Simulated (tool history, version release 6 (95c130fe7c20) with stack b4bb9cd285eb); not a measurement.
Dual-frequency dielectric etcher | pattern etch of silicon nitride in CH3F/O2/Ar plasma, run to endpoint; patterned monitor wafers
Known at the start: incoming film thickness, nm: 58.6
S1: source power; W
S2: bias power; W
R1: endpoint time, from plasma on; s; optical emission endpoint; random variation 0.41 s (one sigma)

run,hour,S1,S2,R1
1,0.0,400,89,83.164
2,6.0,470,89,77.855
3,12.8,540,89,72.839
4,19.7,480,89,76.290
5,28.7,510,89,75.161
6,33.2,480,89,75.999
7,36.5,490,89,75.999
8,37.9,500,89,75.395
9,46.5,510,89,75.463
10,48.3,510,90,73.746

Run 11 comes next. What will it give?
11,54.9,520,90,?

Run 11 gave R1 74.234 s.

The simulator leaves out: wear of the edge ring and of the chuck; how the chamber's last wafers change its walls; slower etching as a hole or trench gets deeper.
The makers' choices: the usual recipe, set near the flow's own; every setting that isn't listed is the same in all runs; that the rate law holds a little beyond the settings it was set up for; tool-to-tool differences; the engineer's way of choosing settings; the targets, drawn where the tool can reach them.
